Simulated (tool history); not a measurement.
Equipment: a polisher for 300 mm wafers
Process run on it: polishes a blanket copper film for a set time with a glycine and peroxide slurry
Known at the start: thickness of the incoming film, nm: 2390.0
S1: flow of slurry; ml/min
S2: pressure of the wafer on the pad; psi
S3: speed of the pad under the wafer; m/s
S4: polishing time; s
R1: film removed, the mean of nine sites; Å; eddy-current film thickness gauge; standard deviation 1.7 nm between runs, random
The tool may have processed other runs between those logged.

| run | hour | S1 | S2 | S3 | S4 | R1 |
|---|---|---|---|---|---|---|
| 1 | 0.0 | 265 | 1.6 | 0.94 | 93 | 3063.6 |
| 2 | 4.5 | 265 | 1.4 | 0.90 | 93 | 2850.5 |
| 3 | 13.4 | 265 | 1.6 | 0.90 | 93 | 3003.6 |
| 4 | 20.7 | 265 | 1.6 | 1.04 | 93 | 3347.4 |
| 5 | 22.5 | 265 | 1.6 | 1.16 | 93 | 3503.8 |
| 6 | 25.9 | 255 | 1.4 | 1.04 | 93 | 3050.9 |
| 7 | 33.9 | 250 | 1.3 | 0.94 | 93 | 2814.6 |
| 8 | 42.0 | 250 | 1.2 | 0.84 | 93 | 2492.1 |
| 9 | 42.6 | 250 | 1.2 | 0.84 | 93 | 2470.9 |

Estimate the outcome of run 10 from the log above:
| 10 | 49.2 | 245 | 1.1 | 0.80 | 93 | ? |

Logged for run 10: R1 2318.5 Å.
